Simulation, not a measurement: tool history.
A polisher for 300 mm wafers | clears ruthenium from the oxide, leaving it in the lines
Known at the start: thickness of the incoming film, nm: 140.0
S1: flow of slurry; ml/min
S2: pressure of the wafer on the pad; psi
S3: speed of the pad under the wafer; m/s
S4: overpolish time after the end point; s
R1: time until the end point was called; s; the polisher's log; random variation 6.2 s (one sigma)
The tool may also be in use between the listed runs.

run	hour	S1	S2	S3	S4	R1
1	0	260	1.7	1.02	10	165.28
2	8.2	260	1.7	1.02	10	161.63
3	13.7	260	1.5	0.96	10	195.55
4	17.6	260	1.5	1.14	10	166.06
5	24.1	260	1.4	1.06	10	187.66
# hour 32.1: head pressure recalibrated
6	32.1	260	1.4	0.92	10	232.56
7	38.2	260	1.3	0.92	10	233.13

Forecast run 8:
8	41.2	260	1.2	0.9	10	?

{"run 8": {"R1": 261.62}}

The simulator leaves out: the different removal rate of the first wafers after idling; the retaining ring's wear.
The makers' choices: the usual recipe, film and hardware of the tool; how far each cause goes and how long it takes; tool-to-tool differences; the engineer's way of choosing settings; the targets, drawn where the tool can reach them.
